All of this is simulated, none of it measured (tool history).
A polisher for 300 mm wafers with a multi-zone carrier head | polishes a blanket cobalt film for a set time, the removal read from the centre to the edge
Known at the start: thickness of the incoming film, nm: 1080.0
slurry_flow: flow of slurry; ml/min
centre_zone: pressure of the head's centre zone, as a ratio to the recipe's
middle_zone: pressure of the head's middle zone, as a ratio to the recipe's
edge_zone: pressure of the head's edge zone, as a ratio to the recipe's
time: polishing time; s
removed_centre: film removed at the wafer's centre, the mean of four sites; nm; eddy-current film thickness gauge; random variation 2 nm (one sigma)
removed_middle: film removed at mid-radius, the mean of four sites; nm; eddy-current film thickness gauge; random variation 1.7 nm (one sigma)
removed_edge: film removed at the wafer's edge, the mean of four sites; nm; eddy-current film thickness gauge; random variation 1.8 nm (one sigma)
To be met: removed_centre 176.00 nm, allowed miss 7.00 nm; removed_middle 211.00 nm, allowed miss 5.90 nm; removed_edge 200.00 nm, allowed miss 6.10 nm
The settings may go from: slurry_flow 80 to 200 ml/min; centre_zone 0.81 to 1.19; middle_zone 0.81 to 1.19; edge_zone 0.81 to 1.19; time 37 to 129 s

run  hour  slurry_flow  centre_zone  middle_zone  edge_zone  time  removed_centre  removed_middle  removed_edge
  1   0.0          130         1.00         1.00       1.00    83          310.63          302.81        307.61
  2   7.9          125         0.98         1.00       0.98    80          297.13          290.61        293.24
  3  15.2          125         0.98         1.00       0.98    93          340.16          334.06        338.78
  4  22.3          120         0.96         1.01       0.97    88          307.36          322.08        314.90
  5  23.5          105         0.96         1.01       0.97    88          297.98          307.78        312.25
  6  30.1           80         0.96         1.01       0.97    88          281.60          292.99        300.17
  7  35.6           80         0.95         1.01       0.96    84          264.10          279.53        283.76
  8  40.4           80         0.94         1.01       0.95    81          249.61          272.09        270.95
  9  47.1           80         0.93         1.00       0.94    79          243.92          261.64        263.37
 10  50.0           80         0.92         1.00       0.93    77          235.28          255.64        256.95
 11  55.1           80         0.91         1.00       0.92    75          225.08          245.33        243.97
 12  56.4           80         0.90         1.00       0.91    74          223.41          244.03        244.73
 13  58.8           80         0.89         1.00       0.90    72          209.23          240.24        235.68

Which of these 4 next moves meets every target?
  A  61.2           90         0.94         0.99       0.93    59               ?               ?             ?
  B  61.2           95         0.96         0.95       0.81    58               ?               ?             ?
  C  61.2           80         0.85         1.05       0.86    62               ?               ?             ?
  D  61.2           80         0.85         0.96       0.87    62               ?               ?             ?

move  removed_centre  removed_middle  removed_edge
   A          186.66          199.36        197.60
   B          189.73          193.58        184.47
   C          173.37          211.15        196.56
   D          173.29          199.77        197.73
A: brings the result that was furthest off to its target, and leaves another outside
B: takes the result that was furthest off past its target
C: meets every target
D: brings the result that was furthest off to its target, and leaves another outside
Move C is the one to make.
